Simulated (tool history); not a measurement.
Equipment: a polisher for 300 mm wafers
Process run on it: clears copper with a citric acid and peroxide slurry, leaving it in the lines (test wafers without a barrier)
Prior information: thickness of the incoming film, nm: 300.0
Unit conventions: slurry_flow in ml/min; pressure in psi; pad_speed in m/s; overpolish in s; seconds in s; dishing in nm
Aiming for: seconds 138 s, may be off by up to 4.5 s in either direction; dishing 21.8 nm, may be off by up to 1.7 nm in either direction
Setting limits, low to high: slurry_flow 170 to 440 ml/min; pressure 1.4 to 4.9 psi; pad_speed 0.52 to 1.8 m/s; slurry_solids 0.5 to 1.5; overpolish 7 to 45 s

{"run": 1, "hour": 0.0, "slurry_flow": 280, "pressure": 3.1, "pad_speed": 1.16, "slurry_solids": 1, "overpolish": 23, "seconds": 93.269, "dishing": 38.838}
{"run": 2, "hour": 5.0, "slurry_flow": 280, "pressure": 2.8, "pad_speed": 1.16, "slurry_solids": 1, "overpolish": 20, "seconds": 98.72, "dishing": 34.275}
{"run": 3, "hour": 7.0, "slurry_flow": 280, "pressure": 2.4, "pad_speed": 1.16, "slurry_solids": 1, "overpolish": 18, "seconds": 108.28, "dishing": 27.102}
{"run": 4, "hour": 8.6, "slurry_flow": 280, "pressure": 2.4, "pad_speed": 1.16, "slurry_solids": 1, "overpolish": 12, "seconds": 109.06, "dishing": 21.286}
{"run": 5, "hour": 15.5, "slurry_flow": 280, "pressure": 2.2, "pad_speed": 1.16, "slurry_solids": 1, "overpolish": 14, "seconds": 114.64, "dishing": 23.287}
{"run": 6, "hour": 18.3, "slurry_flow": 280, "pressure": 2.9, "pad_speed": 1.16, "slurry_solids": 1, "overpolish": 14, "seconds": 96.769, "dishing": 25.543}
{"run": 7, "hour": 25.5, "slurry_flow": 280, "pressure": 2.5, "pad_speed": 1.16, "slurry_solids": 1, "overpolish": 15, "seconds": 107.02, "dishing": 25.019}
{"run": 8, "hour": 27.2, "slurry_flow": 280, "pressure": 2.2, "pad_speed": 1.16, "slurry_solids": 1, "overpolish": 15, "seconds": 115.03, "dishing": 23.709}
{"run": 9, "hour": 32.8, "slurry_flow": 280, "pressure": 2, "pad_speed": 1.16, "slurry_solids": 1, "overpolish": 15, "seconds": 121.34, "dishing": 21.988}
{"run": 10, "hour": 41.1, "slurry_flow": 280, "pressure": 1.9, "pad_speed": 1.16, "slurry_solids": 1, "overpolish": 16, "seconds": 123.38, "dishing": 23.934}
{"run": 11, "hour": 46.9, "slurry_flow": 275, "pressure": 1.5, "pad_speed": 1.16, "slurry_solids": 1, "overpolish": 15, "seconds": 141.4, "dishing": 19.401}

Below are 5 possible settings for the next run. Only one of them brings all results inside the allowed miss of their targets. Which is it?
{"run": "A", "hour": 52.7, "slurry_flow": 250, "pressure": 1.5, "pad_speed": 1.1, "slurry_solids": 1.15, "overpolish": 13, "seconds": "?", "dishing": "?"}
{"run": "B", "hour": 52.7, "slurry_flow": 305, "pressure": 1.4, "pad_speed": 1.16, "slurry_solids": 0.9, "overpolish": 18, "seconds": "?", "dishing": "?"}
{"run": "C", "hour": 52.7, "slurry_flow": 190, "pressure": 1.9, "pad_speed": 1.06, "slurry_solids": 1.15, "overpolish": 16, "seconds": "?", "dishing": "?"}
{"run": "D", "hour": 52.7, "slurry_flow": 275, "pressure": 1.6, "pad_speed": 1.18, "slurry_solids": 0.95, "overpolish": 12, "seconds": "?", "dishing": "?"}
{"run": "E", "hour": 52.7, "slurry_flow": 305, "pressure": 1.4, "pad_speed": 1.14, "slurry_solids": 1, "overpolish": 24, "seconds": "?", "dishing": "?"}

move=A seconds=146.76 dishing=16.967
move=B seconds=149.67 dishing=21.915
move=C seconds=138.31 dishing=21.346
move=D seconds=137.24 dishing=16.788
move=E seconds=148.66 dishing=27.653
A: misses by more than the last run did
B: puts the biggest miss on target and leaves a different result outside tolerance
C: in spec on every target
D: misses by more than the last run did
E: takes the biggest miss from the last run beyond its target
Answer: C
